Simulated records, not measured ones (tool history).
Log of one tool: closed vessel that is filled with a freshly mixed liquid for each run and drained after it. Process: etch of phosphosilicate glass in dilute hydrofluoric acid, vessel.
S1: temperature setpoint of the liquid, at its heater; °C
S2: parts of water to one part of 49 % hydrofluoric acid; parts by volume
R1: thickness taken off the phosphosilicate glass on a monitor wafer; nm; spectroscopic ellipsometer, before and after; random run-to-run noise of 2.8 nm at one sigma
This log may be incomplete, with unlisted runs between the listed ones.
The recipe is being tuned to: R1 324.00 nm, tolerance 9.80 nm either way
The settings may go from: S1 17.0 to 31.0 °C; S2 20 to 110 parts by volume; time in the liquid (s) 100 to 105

run 1 day=0.000 | S1=23.0 S2=60 time_in_the_liquid_(s)=100 | R1=204.42
run 2 day=0.250 | S1=25.0 S2=60 time_in_the_liquid_(s)=100 | R1=224.87
run 3 day=0.392 | S1=23.0 S2=60 time_in_the_liquid_(s)=100 | R1=205.11
run 4 day=0.700 | S1=24.5 S2=60 time_in_the_liquid_(s)=100 | R1=218.95
run 5 day=0.779 | S1=21.5 S2=60 time_in_the_liquid_(s)=100 | R1=193.37
run 6 day=0.962 | S1=21.5 S2=50 time_in_the_liquid_(s)=100 | R1=233.89
run 7 day=1.271 | S1=23.0 S2=50 time_in_the_liquid_(s)=100 | R1=248.09
run 8 day=1.321 | S1=24.5 S2=50 time_in_the_liquid_(s)=100 | R1=262.85
run 9 day=1.354 | S1=25.5 S2=50 time_in_the_liquid_(s)=100 | R1=279.05
run 10 day=1.458 | S1=25.5 S2=50 time_in_the_liquid_(s)=100 | R1=276.50
run 11 day=1.654 | S1=26.5 S2=50 time_in_the_liquid_(s)=100 | R1=287.86
run 12 day=1.733 | S1=27.0 S2=50 time_in_the_liquid_(s)=100 | R1=297.93
run 13 day=1.900 | S1=27.5 S2=50 time_in_the_liquid_(s)=100 | R1=299.71

Which single option among these 5 for the next run brings every result within its allowed miss of target? Just one does.
run A day=2.067 | S1=24.5 S2=50 time_in_the_liquid_(s)=100 | R1=?
run B day=2.067 | S1=26.0 S2=50 time_in_the_liquid_(s)=105 | R1=?
run C day=2.067 | S1=23.0 S2=45 time_in_the_liquid_(s)=100 | R1=?
run D day=2.067 | S1=25.0 S2=50 time_in_the_liquid_(s)=100 | R1=?
run E day=2.067 | S1=31.0 S2=55 time_in_the_liquid_(s)=105 | R1=?

move=A R1=264.45
move=B R1=295.17
move=C R1=278.00
move=D R1=269.91
move=E R1=324.72
A: lands further from the targets than the last run did
B: lands further from the targets than the last run did
C: lands further from the targets than the last run did
D: lands further from the targets than the last run did
E: all results land within tolerance of their targets
So the answer is move E, the one that meets all the targets.
